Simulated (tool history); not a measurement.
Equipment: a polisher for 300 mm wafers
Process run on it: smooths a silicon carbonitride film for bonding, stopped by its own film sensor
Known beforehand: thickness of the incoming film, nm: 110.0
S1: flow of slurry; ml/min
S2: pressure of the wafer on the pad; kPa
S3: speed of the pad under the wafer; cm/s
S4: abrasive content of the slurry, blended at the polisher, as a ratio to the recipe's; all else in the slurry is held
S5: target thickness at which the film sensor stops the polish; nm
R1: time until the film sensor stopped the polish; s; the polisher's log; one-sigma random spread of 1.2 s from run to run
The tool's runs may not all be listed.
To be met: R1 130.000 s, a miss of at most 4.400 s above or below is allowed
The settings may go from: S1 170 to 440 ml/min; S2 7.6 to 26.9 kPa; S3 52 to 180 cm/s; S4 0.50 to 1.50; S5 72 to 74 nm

run	hour	S1	S2	S3	S4	S5	R1
1	0.0	280	17.2	116	1.00	74	87.605
2	7.8	230	17.2	116	1.00	74	89.682
3	11.4	230	17.2	132	1.00	74	83.946
4	17.1	230	17.2	132	1.00	72	86.047
5	21.6	230	15.2	132	1.00	72	96.253
6	26.2	230	15.2	132	1.10	72	93.050
7	30.6	230	13.8	132	1.10	72	99.866
8	39.0	230	12.4	132	1.10	72	108.140
9	40.6	230	11.7	132	1.10	72	110.500
10	43.7	230	11.0	132	1.10	72	117.350
11	44.4	230	10.3	132	1.10	72	122.930

Pick the move, out of 5, that brings all results within their allowed miss; only one does.
A	45.1	335	11.0	128	1.00	72	?
B	45.1	210	9.0	142	1.15	74	?
C	45.1	250	9.7	154	0.85	72	?
D	45.1	220	11.0	118	1.15	74	?
E	45.1	170	10.3	128	1.20	73	?

move	R1
A	120.830
B	121.220
C	129.440
D	117.070
E	120.670
A: its largest miss is bigger than the last run's
B: its largest miss is bigger than the last run's
C: meets every target
D: its largest miss is bigger than the last run's
E: its largest miss is bigger than the last run's
C meets every target.

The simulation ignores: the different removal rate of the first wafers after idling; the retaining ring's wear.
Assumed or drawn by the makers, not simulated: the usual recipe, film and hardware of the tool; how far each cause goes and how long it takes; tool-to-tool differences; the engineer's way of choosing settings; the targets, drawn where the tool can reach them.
